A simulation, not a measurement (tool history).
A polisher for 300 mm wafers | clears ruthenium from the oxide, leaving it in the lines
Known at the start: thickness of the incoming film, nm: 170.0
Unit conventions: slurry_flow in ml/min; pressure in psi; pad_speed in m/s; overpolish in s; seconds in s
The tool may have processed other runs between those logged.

Run 1, hour 0.0: slurry_flow 245 ml/min, pressure 2.2 psi, pad_speed 1.06 m/s, overpolish 12 s. Result: seconds 151.08 s.
Run 2, hour 8.1: slurry_flow 305 ml/min, pressure 2.2 psi, pad_speed 1.06 m/s, overpolish 12 s. Result: seconds 147.03 s.
Run 3, hour 15.5: slurry_flow 305 ml/min, pressure 2.2 psi, pad_speed 1.06 m/s, overpolish 10 s. Result: seconds 147.02 s.
Run 4, hour 17.4: slurry_flow 305 ml/min, pressure 2.2 psi, pad_speed 0.82 m/s, overpolish 10 s. Result: seconds 174.42 s.
Run 5, hour 18.6: slurry_flow 305 ml/min, pressure 2.2 psi, pad_speed 0.82 m/s, overpolish 10 s. Result: seconds 174.99 s.
Run 6, hour 19.6: slurry_flow 305 ml/min, pressure 1.6 psi, pad_speed 0.82 m/s, overpolish 10 s. Result: seconds 242.56 s.
Run 7, hour 21.9: slurry_flow 305 ml/min, pressure 2.1 psi, pad_speed 0.84 m/s, overpolish 10 s. Result: seconds 184.21 s.
Run 8, hour 27.9: slurry_flow 305 ml/min, pressure 2.5 psi, pad_speed 0.86 m/s, overpolish 10 s. Result: seconds 150.50 s.

Expected results for the next run?
At hour 36.5: worn pad replaced by a new one.
Run 9, hour 36.5: slurry_flow 305 ml/min, pressure 2.8 psi, pad_speed 0.88 m/s, overpolish 10 s. Result: seconds ?.

For run 9 the tool returned seconds 124.94 s.
